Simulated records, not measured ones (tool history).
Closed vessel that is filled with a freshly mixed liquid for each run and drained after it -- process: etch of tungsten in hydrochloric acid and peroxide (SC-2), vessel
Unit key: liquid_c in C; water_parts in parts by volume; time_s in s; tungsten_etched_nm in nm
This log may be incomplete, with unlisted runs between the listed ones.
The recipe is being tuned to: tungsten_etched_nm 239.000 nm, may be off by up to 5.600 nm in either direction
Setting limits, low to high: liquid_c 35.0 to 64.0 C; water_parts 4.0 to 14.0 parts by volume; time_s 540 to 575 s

{"run": 1, "hour": 0.0, "liquid_c": 48.0, "water_parts": 7.5, "time_s": 540, "tungsten_etched_nm": 97.561}
{"run": 2, "hour": 6.3, "liquid_c": 49.5, "water_parts": 7.5, "time_s": 540, "tungsten_etched_nm": 108.08}
{"run": 3, "hour": 8.9, "liquid_c": 51.0, "water_parts": 7.5, "time_s": 540, "tungsten_etched_nm": 119.16}
{"run": 4, "hour": 16.2, "liquid_c": 52.0, "water_parts": 7.5, "time_s": 540, "tungsten_etched_nm": 128.84}
{"run": 5, "hour": 22.5, "liquid_c": 53.0, "water_parts": 7.5, "time_s": 540, "tungsten_etched_nm": 136.88}
{"run": 6, "hour": 24.0, "liquid_c": 54.0, "water_parts": 7.5, "time_s": 540, "tungsten_etched_nm": 145.32}
{"run": 7, "hour": 32.3, "liquid_c": 55.0, "water_parts": 7.5, "time_s": 540, "tungsten_etched_nm": 154.39}
{"run": 8, "hour": 41.1, "liquid_c": 56.0, "water_parts": 7.5, "time_s": 540, "tungsten_etched_nm": 164.98}
{"run": 9, "hour": 42.1, "liquid_c": 56.5, "water_parts": 7.5, "time_s": 540, "tungsten_etched_nm": 170.51}
{"run": 10, "hour": 44.0, "liquid_c": 57.0, "water_parts": 7.5, "time_s": 540, "tungsten_etched_nm": 177.08}
{"run": 11, "hour": 52.5, "liquid_c": 57.5, "water_parts": 7.5, "time_s": 540, "tungsten_etched_nm": 181.79}
{"run": 12, "hour": 61.5, "liquid_c": 58.0, "water_parts": 7.5, "time_s": 540, "tungsten_etched_nm": 189.77}
{"run": 13, "hour": 70.3, "liquid_c": 58.5, "water_parts": 7.5, "time_s": 540, "tungsten_etched_nm": 193.03}
{"run": 14, "hour": 78.5, "liquid_c": 62.5, "water_parts": 7.5, "time_s": 540, "tungsten_etched_nm": 250.51}

Exactly one of the 5 candidate moves below puts every result within its allowed miss. Which one?
{"run": "A", "hour": 86.7, "liquid_c": 61.5, "water_parts": 7.0, "time_s": 575, "tungsten_etched_nm": "?"}
{"run": "B", "hour": 86.7, "liquid_c": 62.5, "water_parts": 8.0, "time_s": 575, "tungsten_etched_nm": "?"}
{"run": "C", "hour": 86.7, "liquid_c": 61.0, "water_parts": 7.0, "time_s": 575, "tungsten_etched_nm": "?"}
{"run": "D", "hour": 86.7, "liquid_c": 62.0, "water_parts": 7.5, "time_s": 540, "tungsten_etched_nm": "?"}
{"run": "E", "hour": 86.7, "liquid_c": 60.0, "water_parts": 6.0, "time_s": 540, "tungsten_etched_nm": "?"}

move=A tungsten_etched_nm=264.420
move=B tungsten_etched_nm=253.190
move=C tungsten_etched_nm=256.310
move=D tungsten_etched_nm=242.670
move=E tungsten_etched_nm=254.380
A: further off than the last run
B: further off than the last run
C: further off than the last run
D: all results in spec
E: further off than the last run
The right move is D.

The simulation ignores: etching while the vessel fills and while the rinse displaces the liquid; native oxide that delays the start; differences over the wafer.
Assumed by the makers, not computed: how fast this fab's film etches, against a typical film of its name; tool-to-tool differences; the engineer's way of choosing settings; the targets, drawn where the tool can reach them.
